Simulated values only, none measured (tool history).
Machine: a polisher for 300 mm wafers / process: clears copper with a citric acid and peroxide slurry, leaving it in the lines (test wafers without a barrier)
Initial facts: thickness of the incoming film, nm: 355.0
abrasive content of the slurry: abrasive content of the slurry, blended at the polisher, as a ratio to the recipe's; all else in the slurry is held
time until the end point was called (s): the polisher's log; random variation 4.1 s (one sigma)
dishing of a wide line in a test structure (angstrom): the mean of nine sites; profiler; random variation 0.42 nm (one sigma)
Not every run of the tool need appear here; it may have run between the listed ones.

run,day,flow of slurry (ml/min),pressure of the wafer on the pad (psi),speed of the pad under the wafer (cm/s),abrasive content of the slurry,overpolish time after the end point (s),time until the end point was called (s),dishing of a wide line in a test structure (angstrom)
1,0,155,2.3,124,1,14,201.07,171.61
2,0.138,155,2.9,124,1,14,164.62,199.92
3,0.412,155,3.2,124,1,14,158.91,204.53
4,0.488,155,3.2,124,1,9,166.88,141.87
5,0.762,150,2.8,124,1,12,180.32,165.65
6,0.962,150,2.8,104,1,12,209.29,147.65
7,0.996,150,2.8,96,1,18,233.31,196.32

Run 8 has not been measured yet. What should we expect?
8,1.067,150,3,96,1,22,?,?

Logged for run 8: time until the end point was called (s) 219.56, dishing of a wide line in a test structure (angstrom) 243.25.
